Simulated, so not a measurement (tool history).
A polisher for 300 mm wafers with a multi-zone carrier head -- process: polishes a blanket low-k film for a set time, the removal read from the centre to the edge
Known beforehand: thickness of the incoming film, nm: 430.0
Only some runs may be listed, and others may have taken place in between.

run	day	flow of slurry (ml/min)	pressure of the head's centre zone	pressure of the head's middle zone	pressure of the head's edge zone	abrasive content of the slurry	polishing time (s)	film removed at the wafer's centre (angstrom)	film removed at mid-radius (angstrom)	film removed at the wafer's edge (angstrom)
1	0	290	1	1	1	1	83	400.19	408.41	413.83
2	0.35	290	1	1.06	1	1	83	403.91	426.51	405.23
3	0.408	290	1	1.06	0.95	1	83	402.61	428.91	399.1
4	0.45	290	1	1.06	0.95	1	64	311.36	328.63	305.7
5	0.621	290	1	1.06	1.02	1	64	306.84	331.41	317.54
6	0.812	350	1	1.06	1.02	1	64	315.97	337.96	310.29
7	1.121	320	1.01	1.07	1.04	1.1	67	344.96	364.25	354.82
8	1.275	325	1.01	1.09	1.05	1.2	69	367.71	392.31	374.99
9	1.317	325	1.01	1.09	1.05	1.2	69	365.78	398.03	377.86
10	1.642	315	1.02	1.11	1.07	1.25	71	394.85	422.9	387.19
11	1.967	315	1.01	1.1	1.08	1.3	73	402.28	431.14	405.71
12	2.208	325	1.02	1.15	1.18	1.5	83	487.92	539.89	514.28

Expected results for the next run?
13	2.425	325	1.02	1.15	1.18	1.5	83	?	?	?

film removed at the wafer's centre (angstrom): 487.24
film removed at mid-radius (angstrom): 537.66
film removed at the wafer's edge (angstrom): 525.58
